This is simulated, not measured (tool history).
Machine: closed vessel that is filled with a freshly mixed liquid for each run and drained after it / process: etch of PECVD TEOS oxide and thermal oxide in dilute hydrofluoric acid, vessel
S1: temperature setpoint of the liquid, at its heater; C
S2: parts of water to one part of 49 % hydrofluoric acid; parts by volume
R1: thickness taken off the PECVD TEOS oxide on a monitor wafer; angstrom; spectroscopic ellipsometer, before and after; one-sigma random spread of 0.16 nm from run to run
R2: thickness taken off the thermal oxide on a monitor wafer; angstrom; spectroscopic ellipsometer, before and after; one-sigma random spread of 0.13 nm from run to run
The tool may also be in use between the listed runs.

Run 1, hour 0.0: S1 26.0 C, S2 230 parts by volume, time in the liquid (s) 1170. Result: R1 432.95 angstrom, R2 218.78 angstrom.
Run 2, hour 2.2: S1 26.0 C, S2 230 parts by volume, time in the liquid (s) 1435. Result: R1 529.62 angstrom, R2 272.20 angstrom.
Run 3, hour 5.2: S1 25.0 C, S2 230 parts by volume, time in the liquid (s) 1435. Result: R1 508.73 angstrom, R2 261.87 angstrom.
Run 4, hour 7.9: S1 24.5 C, S2 230 parts by volume, time in the liquid (s) 1435. Result: R1 502.83 angstrom, R2 257.42 angstrom.
Run 5, hour 15.7: S1 24.0 C, S2 230 parts by volume, time in the liquid (s) 1435. Result: R1 492.69 angstrom, R2 251.25 angstrom.
Run 6, hour 22.2: S1 27.5 C, S2 230 parts by volume, time in the liquid (s) 1435. Result: R1 554.23 angstrom, R2 286.49 angstrom.
Run 7, hour 25.5: S1 26.0 C, S2 230 parts by volume, time in the liquid (s) 1435. Result: R1 524.84 angstrom, R2 273.69 angstrom.

What will run 8 give?
Run 8, hour 26.2: S1 23.5 C, S2 235 parts by volume, time in the liquid (s) 1435. Result: R1 ?, R2 ?.

R1: 467.55 angstrom
R2: 239.64 angstrom
